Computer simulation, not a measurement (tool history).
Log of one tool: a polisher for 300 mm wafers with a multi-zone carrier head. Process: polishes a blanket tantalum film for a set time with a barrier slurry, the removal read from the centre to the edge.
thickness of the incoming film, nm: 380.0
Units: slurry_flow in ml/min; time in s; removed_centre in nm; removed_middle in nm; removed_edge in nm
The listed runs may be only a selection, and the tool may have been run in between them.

| run | hour | slurry_flow | centre_zone | middle_zone | edge_zone | slurry_solids | time | removed_centre | removed_middle | removed_edge |
|---|---|---|---|---|---|---|---|---|---|---|
| 1 | 0.0 | 220 | 1.00 | 1.00 | 1.00 | 1.00 | 71 | 132.20 | 128.71 | 127.40 |
| 2 | 3.9 | 230 | 1.01 | 0.99 | 1.05 | 1.15 | 71 | 141.65 | 136.99 | 138.43 |
| 3 | 12.5 | 240 | 1.02 | 0.98 | 1.09 | 1.20 | 71 | 145.48 | 138.19 | 143.36 |
| 4 | 16.7 | 240 | 1.02 | 0.98 | 1.09 | 1.00 | 71 | 137.30 | 129.99 | 132.46 |
| 5 | 19.8 | 240 | 1.02 | 0.98 | 1.09 | 0.80 | 71 | 125.43 | 119.95 | 123.24 |
| 6 | 25.4 | 240 | 1.02 | 0.98 | 1.09 | 0.80 | 86 | 151.27 | 145.88 | 146.98 |
| 7 | 28.3 | 250 | 1.02 | 0.96 | 1.12 | 0.85 | 86 | 156.46 | 146.76 | 154.11 |

What does the tool deliver on the next run?
| 8 | 29.2 | 260 | 1.02 | 0.95 | 1.14 | 0.85 | 86 | ? | ? | ? |

removed_centre: 156.39 nm
removed_middle: 149.81 nm
removed_edge: 155.63 nm
